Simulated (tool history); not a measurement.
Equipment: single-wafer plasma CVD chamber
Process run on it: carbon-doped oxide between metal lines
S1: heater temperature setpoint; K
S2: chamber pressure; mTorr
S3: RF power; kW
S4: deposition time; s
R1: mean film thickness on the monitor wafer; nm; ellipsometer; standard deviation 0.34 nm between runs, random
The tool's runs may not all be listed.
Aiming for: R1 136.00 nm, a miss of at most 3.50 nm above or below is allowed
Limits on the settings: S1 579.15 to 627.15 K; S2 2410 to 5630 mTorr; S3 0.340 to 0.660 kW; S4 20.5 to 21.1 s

run,day,S1,S2,S3,S4,R1
1,0.000,603.15,4020,0.500,20.5,121.25
2,0.167,603.15,4460,0.500,20.5,122.52
3,0.329,611.15,4460,0.500,20.5,118.85
4,0.529,618.15,4460,0.500,20.5,116.07
5,0.629,615.15,4570,0.510,20.5,119.34
6,0.754,610.15,4570,0.510,20.5,121.47
7,1.071,608.15,4660,0.515,20.5,123.43
8,1.417,606.15,4730,0.520,20.5,125.95
9,1.688,605.15,4800,0.525,20.5,126.81

4 candidate next runs follow, results not yet known. Just one meets every target within its allowed miss. Identify it.
A,1.958,610.15,4490,0.550,20.5,?
B,1.958,610.15,4840,0.565,21.1,?
C,1.958,606.15,4910,0.535,20.5,?
D,1.958,604.15,4900,0.450,21.1,?

move,R1
A,127.61
B,134.83
C,128.27
D,116.77
A: moves toward the targets from the last run without getting all of them in spec
B: every result lands within tolerance
C: moves toward the targets from the last run without getting all of them in spec
D: its largest miss is bigger than the last run's
B meets every target.
